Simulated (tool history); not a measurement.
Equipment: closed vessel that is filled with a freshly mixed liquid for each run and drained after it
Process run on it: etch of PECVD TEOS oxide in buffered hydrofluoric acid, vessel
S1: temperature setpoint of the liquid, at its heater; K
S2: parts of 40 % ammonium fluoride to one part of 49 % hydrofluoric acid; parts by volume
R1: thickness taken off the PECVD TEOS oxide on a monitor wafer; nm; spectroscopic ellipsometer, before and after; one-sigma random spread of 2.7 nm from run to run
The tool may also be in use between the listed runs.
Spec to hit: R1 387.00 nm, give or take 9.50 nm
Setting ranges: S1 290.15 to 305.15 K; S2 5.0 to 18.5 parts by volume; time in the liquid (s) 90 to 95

Run 1, hour 0.0: S1 298.15 K, S2 11.5 parts by volume, time in the liquid (s) 90. Result: R1 340.06 nm.
Run 2, hour 7.1: S1 296.15 K, S2 11.5 parts by volume, time in the liquid (s) 90. Result: R1 301.38 nm.
Run 3, hour 8.4: S1 297.15 K, S2 11.5 parts by volume, time in the liquid (s) 90. Result: R1 320.19 nm.
Run 4, hour 10.9: S1 294.15 K, S2 11.5 parts by volume, time in the liquid (s) 90. Result: R1 273.49 nm.
Run 5, hour 19.6: S1 295.65 K, S2 11.5 parts by volume, time in the liquid (s) 90. Result: R1 292.47 nm.
Run 6, hour 22.9: S1 296.65 K, S2 11.5 parts by volume, time in the liquid (s) 90. Result: R1 306.51 nm.
Run 7, hour 31.4: S1 297.65 K, S2 11.5 parts by volume, time in the liquid (s) 90. Result: R1 331.30 nm.
Run 8, hour 38.8: S1 298.15 K, S2 11.5 parts by volume, time in the liquid (s) 90. Result: R1 335.50 nm.
Run 9, hour 44.4: S1 298.65 K, S2 11.5 parts by volume, time in the liquid (s) 90. Result: R1 353.02 nm.
Run 10, hour 46.0: S1 299.15 K, S2 11.5 parts by volume, time in the liquid (s) 90. Result: R1 355.04 nm.
Run 11, hour 50.4: S1 299.65 K, S2 11.5 parts by volume, time in the liquid (s) 90. Result: R1 370.79 nm.
Run 12, hour 57.1: S1 300.15 K, S2 11.5 parts by volume, time in the liquid (s) 90. Result: R1 374.18 nm.

Consider the 5 candidate settings below. Which is the only one whose results all fall within their allowed miss of target?
Run A, hour 63.8: S1 302.65 K, S2 12.0 parts by volume, time in the liquid (s) 90. Result: R1 ?.
Run B, hour 63.8: S1 299.65 K, S2 11.0 parts by volume, time in the liquid (s) 95. Result: R1 ?.
Run C, hour 63.8: S1 301.65 K, S2 12.0 parts by volume, time in the liquid (s) 95. Result: R1 ?.
Run D, hour 63.8: S1 299.65 K, S2 11.0 parts by volume, time in the liquid (s) 90. Result: R1 ?.
Run E, hour 63.8: S1 301.15 K, S2 11.0 parts by volume, time in the liquid (s) 90. Result: R1 ?.

move      R1
   A  412.17
   B  403.79
   C  412.68
   D  382.54
   E  414.44
A: takes the result that was furthest off past its target
B: takes the result that was furthest off past its target
C: takes the result that was furthest off past its target
D: meets every target
E: takes the result that was furthest off past its target
Answer: D
